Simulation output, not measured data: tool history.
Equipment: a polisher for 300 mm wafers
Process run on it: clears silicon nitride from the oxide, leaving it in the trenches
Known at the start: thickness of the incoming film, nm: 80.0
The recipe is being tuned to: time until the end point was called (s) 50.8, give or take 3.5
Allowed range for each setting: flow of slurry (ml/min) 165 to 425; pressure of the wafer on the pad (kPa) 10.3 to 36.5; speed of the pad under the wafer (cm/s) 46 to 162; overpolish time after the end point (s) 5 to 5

run	hour	flow of slurry (ml/min)	pressure of the wafer on the pad (kPa)	speed of the pad under the wafer (cm/s)	overpolish time after the end point (s)	time until the end point was called (s)
1	0	275	23.4	104	5	71.509
2	4.8	275	23.4	120	5	60.14
3	13.2	275	24.1	120	5	62.573
4	20.6	275	26.9	120	5	55.533
5	24.5	275	26.9	120	5	55.153
6	25.4	275	26.9	100	5	62.317
7	27.2	275	27.6	100	5	62.571
8	33.1	275	28.3	100	5	58.423

Consider the 4 candidate settings below. Which is the only one whose results all fall within their allowed miss of target?
A	39	315	27.6	146	5	?
B	39	375	35.2	108	5	?
C	39	305	30.3	110	5	?
D	39	255	29	98	5	?

move	time until the end point was called (s)
A	45.12
B	43.764
C	50.713
D	58.409
A: the result that was furthest off in the last run now lies on the other side of its target
B: the result that was furthest off in the last run now lies on the other side of its target
C: meets every target
D: no nearer and no further than the last run
C is the move that brings every result within its allowed miss.
